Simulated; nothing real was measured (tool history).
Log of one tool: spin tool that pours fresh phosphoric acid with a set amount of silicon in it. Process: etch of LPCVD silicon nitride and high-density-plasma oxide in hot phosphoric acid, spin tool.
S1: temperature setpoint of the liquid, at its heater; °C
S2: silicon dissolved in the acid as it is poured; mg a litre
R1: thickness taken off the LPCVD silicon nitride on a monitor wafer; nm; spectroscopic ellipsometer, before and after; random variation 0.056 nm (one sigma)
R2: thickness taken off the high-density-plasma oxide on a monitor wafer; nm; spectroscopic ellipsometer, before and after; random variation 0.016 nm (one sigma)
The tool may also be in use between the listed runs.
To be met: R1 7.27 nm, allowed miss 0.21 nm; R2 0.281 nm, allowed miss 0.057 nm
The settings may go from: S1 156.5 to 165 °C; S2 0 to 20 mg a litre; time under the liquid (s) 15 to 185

run 1 day=0 | S1=160 S2=9 time_under_the_liquid_(s)=95 | R1=10.166 R2=0.45732
run 2 day=0.221 | S1=159 S2=9.5 time_under_the_liquid_(s)=85 | R1=8.7434 R2=0.35911
run 3 day=0.471 | S1=161 S2=9.5 time_under_the_liquid_(s)=85 | R1=9.2283 R2=0.41907
run 4 day=0.779 | S1=160.5 S2=10 time_under_the_liquid_(s)=80 | R1=8.7693 R2=0.39157
run 5 day=1.042 | S1=159.5 S2=10 time_under_the_liquid_(s)=75 | R1=7.865 R2=0.30629
run 6 day=1.354 | S1=159 S2=9 time_under_the_liquid_(s)=75 | R1=7.7683 R2=0.28421
run 7 day=1.679 | S1=159.5 S2=8 time_under_the_liquid_(s)=65 | R1=6.7888 R2=0.30003
run 8 day=1.946 | S1=159.5 S2=9.5 time_under_the_liquid_(s)=65 | R1=6.8327 R2=0.27455
run 9 day=2.292 | S1=160 S2=10.5 time_under_the_liquid_(s)=65 | R1=6.8661 R2=0.30704
run 10 day=2.5 | S1=159.5 S2=10.5 time_under_the_liquid_(s)=65 | R1=6.6699 R2=0.30159
run 11 day=2.8 | S1=159.5 S2=8 time_under_the_liquid_(s)=65 | R1=6.7613 R2=0.32852
run 12 day=3.112 | S1=159.5 S2=9.5 time_under_the_liquid_(s)=65 | R1=6.8191 R2=0.30269

4 next moves are on the table. One of them brings every result within its allowed miss. Which?
run A day=3.425 | S1=165 S2=3 time_under_the_liquid_(s)=55 | R1=? R2=?
run B day=3.425 | S1=159 S2=9.5 time_under_the_liquid_(s)=65 | R1=? R2=?
run C day=3.425 | S1=159 S2=11 time_under_the_liquid_(s)=70 | R1=? R2=?
run D day=3.425 | S1=164 S2=1 time_under_the_liquid_(s)=60 | R1=? R2=?

move=A R1=6.8739 R2=0.4117
move=B R1=6.6533 R2=0.27404
move=C R1=7.1651 R2=0.28539
move=D R1=7.2562 R2=0.43374
A: further off than the last run
B: further off than the last run
C: meets every target
D: brings the result that was furthest off to its target, and leaves another outside
Move C is the one to make.

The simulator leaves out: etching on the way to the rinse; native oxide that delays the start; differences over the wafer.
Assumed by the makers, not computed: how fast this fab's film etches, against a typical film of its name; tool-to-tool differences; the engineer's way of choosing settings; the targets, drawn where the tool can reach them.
